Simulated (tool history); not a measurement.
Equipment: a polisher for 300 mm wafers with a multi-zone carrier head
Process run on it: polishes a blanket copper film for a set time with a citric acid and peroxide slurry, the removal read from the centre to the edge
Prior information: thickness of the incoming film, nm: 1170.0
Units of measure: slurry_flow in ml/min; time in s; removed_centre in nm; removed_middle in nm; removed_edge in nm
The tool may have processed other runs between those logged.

| run | hour | slurry_flow | centre_zone | middle_zone | edge_zone | slurry_solids | time | removed_centre | removed_middle | removed_edge |
|---|---|---|---|---|---|---|---|---|---|---|
| 1 | 0.0 | 295 | 1.00 | 1.00 | 1.00 | 1.00 | 71 | 178.42 | 178.39 | 179.97 |
| 2 | 1.1 | 295 | 1.00 | 1.00 | 0.92 | 1.00 | 71 | 180.11 | 178.51 | 173.94 |
| 3 | 7.9 | 365 | 1.00 | 1.00 | 0.92 | 1.00 | 71 | 185.16 | 180.57 | 179.66 |
| 4 | 15.3 | 365 | 1.05 | 1.00 | 0.92 | 1.00 | 71 | 192.75 | 182.12 | 176.21 |
| 5 | 23.7 | 375 | 1.05 | 0.97 | 0.95 | 1.10 | 72 | 198.71 | 182.86 | 182.80 |
| 6 | 27.4 | 385 | 1.05 | 0.94 | 0.98 | 1.15 | 73 | 207.36 | 182.44 | 190.86 |
| 7 | 34.9 | 390 | 1.04 | 0.92 | 1.01 | 1.20 | 74 | 205.31 | 184.28 | 200.75 |
| 8 | 36.6 | 395 | 1.05 | 0.91 | 1.03 | 1.25 | 74 | 210.55 | 185.93 | 205.60 |
| 9 | 40.6 | 400 | 1.06 | 0.90 | 1.05 | 1.30 | 74 | 217.45 | 184.41 | 203.38 |

Estimate the outcome of run 10 from the log above:
| 10 | 46.3 | 405 | 1.05 | 0.89 | 1.06 | 1.35 | 75 | ? | ? | ? |

{"run 10": {"removed_centre": 218.61, "removed_middle": 186.21, "removed_edge": 212.46}}
